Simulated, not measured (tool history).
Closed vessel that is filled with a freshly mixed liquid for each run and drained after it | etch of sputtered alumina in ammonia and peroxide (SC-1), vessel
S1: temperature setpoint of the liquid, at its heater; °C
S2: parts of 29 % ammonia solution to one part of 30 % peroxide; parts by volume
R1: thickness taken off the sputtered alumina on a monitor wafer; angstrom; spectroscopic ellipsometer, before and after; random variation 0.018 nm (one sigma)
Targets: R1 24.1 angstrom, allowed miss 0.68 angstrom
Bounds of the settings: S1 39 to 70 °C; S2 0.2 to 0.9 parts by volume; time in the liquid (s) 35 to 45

{"run": 1, "hour": 0.0, "S1": 55, "S2": 0.5, "time in the liquid (s)": 45, "R1": 45.304}
{"run": 2, "hour": 6.1, "S1": 58.5, "S2": 0.5, "time in the liquid (s)": 45, "R1": 55.212}
{"run": 3, "hour": 8.2, "S1": 58.5, "S2": 0.5, "time in the liquid (s)": 35, "R1": 43.21}
{"run": 4, "hour": 13.0, "S1": 56.5, "S2": 0.5, "time in the liquid (s)": 35, "R1": 38.164}
{"run": 5, "hour": 19.6, "S1": 55.5, "S2": 0.5, "time in the liquid (s)": 35, "R1": 36.579}
{"run": 6, "hour": 24.2, "S1": 62.5, "S2": 0.5, "time in the liquid (s)": 35, "R1": 51.801}
{"run": 7, "hour": 29.5, "S1": 60, "S2": 0.5, "time in the liquid (s)": 35, "R1": 45.924}
{"run": 8, "hour": 38.1, "S1": 58, "S2": 0.5, "time in the liquid (s)": 35, "R1": 41.541}
{"run": 9, "hour": 39.8, "S1": 56.5, "S2": 0.5, "time in the liquid (s)": 35, "R1": 38.376}
{"run": 10, "hour": 40.9, "S1": 55, "S2": 0.5, "time in the liquid (s)": 35, "R1": 35.204}
{"run": 11, "hour": 44.3, "S1": 54, "S2": 0.5, "time in the liquid (s)": 35, "R1": 33.591}
{"run": 12, "hour": 49.5, "S1": 53, "S2": 0.5, "time in the liquid (s)": 35, "R1": 31.989}
{"run": 13, "hour": 57.6, "S1": 52, "S2": 0.5, "time in the liquid (s)": 35, "R1": 30.188}
{"run": 14, "hour": 66.1, "S1": 51.5, "S2": 0.5, "time in the liquid (s)": 35, "R1": 29.783}
{"run": 15, "hour": 69.0, "S1": 51, "S2": 0.5, "time in the liquid (s)": 35, "R1": 28.469}

Which of these 4 next moves meets every target?
{"run": "A", "hour": 71.9, "S1": 45, "S2": 0.4, "time in the liquid (s)": 40, "R1": "?"}
{"run": "B", "hour": 71.9, "S1": 47, "S2": 0.2, "time in the liquid (s)": 40, "R1": "?"}
{"run": "C", "hour": 71.9, "S1": 46.5, "S2": 0.5, "time in the liquid (s)": 35, "R1": "?"}
{"run": "D", "hour": 71.9, "S1": 46.5, "S2": 0.4, "time in the liquid (s)": 35, "R1": "?"}

move=A R1=22.684
move=B R1=23.777
move=C R1=22.073
move=D R1=21.609
A: takes the result that was furthest off past its target
B: meets every target
C: takes the result that was furthest off past its target
D: takes the result that was furthest off past its target
Move B is the one to make.

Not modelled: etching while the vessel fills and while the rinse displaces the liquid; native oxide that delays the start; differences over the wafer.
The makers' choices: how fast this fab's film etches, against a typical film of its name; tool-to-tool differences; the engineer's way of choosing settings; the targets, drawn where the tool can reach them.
